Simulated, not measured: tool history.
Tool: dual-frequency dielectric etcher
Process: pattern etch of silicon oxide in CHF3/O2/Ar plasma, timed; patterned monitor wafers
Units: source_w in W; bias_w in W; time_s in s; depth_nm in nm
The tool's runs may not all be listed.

run  hour  source_w  bias_w  time_s  depth_nm
  1   0.0       610     198   605.0    1205.0
  2   0.9       610     182   605.0    1187.5
  3   9.4       700     182   605.0    1248.8
  4  11.8       700     182   633.0    1304.9
  5  16.4       640     172   631.0    1246.0
  6  19.6       590     166   630.0    1190.5

Forecast run 7:
  7  27.4       550     163   629.5         ?

depth_nm: 1164.3 nm
